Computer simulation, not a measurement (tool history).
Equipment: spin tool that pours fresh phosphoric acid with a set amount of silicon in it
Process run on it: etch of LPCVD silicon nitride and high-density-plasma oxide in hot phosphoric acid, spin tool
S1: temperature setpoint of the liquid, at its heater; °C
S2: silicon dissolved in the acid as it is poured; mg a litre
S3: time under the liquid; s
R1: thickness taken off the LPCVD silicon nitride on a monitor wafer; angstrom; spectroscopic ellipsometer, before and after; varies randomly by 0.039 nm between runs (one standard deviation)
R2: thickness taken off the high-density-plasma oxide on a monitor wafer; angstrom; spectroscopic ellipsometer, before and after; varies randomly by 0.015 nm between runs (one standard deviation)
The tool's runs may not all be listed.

{"run": 1, "hour": 0.0, "S1": 160, "S2": 13, "S3": 180, "R1": 153.8, "R2": 4.8737}
{"run": 2, "hour": 7.3, "S1": 159.5, "S2": 12, "S3": 155, "R1": 131.47, "R2": 4.4458}
{"run": 3, "hour": 9.9, "S1": 159.5, "S2": 8.5, "S3": 155, "R1": 130.98, "R2": 4.7326}
{"run": 4, "hour": 11.1, "S1": 159.5, "S2": 8.5, "S3": 210, "R1": 176.08, "R2": 5.0846}
{"run": 5, "hour": 18.1, "S1": 159.5, "S2": 8.5, "S3": 250, "R1": 211.73, "R2": 7.4076}
{"run": 6, "hour": 21.1, "S1": 159.5, "S2": 12.5, "S3": 250, "R1": 211.54, "R2": 6.3365}

For run 7, what comes out?
{"run": 7, "hour": 24.9, "S1": 159, "S2": 12, "S3": 210, "R1": "?", "R2": "?"}

Logged for run 7: R1 173.33 angstrom, R2 5.4004 angstrom.
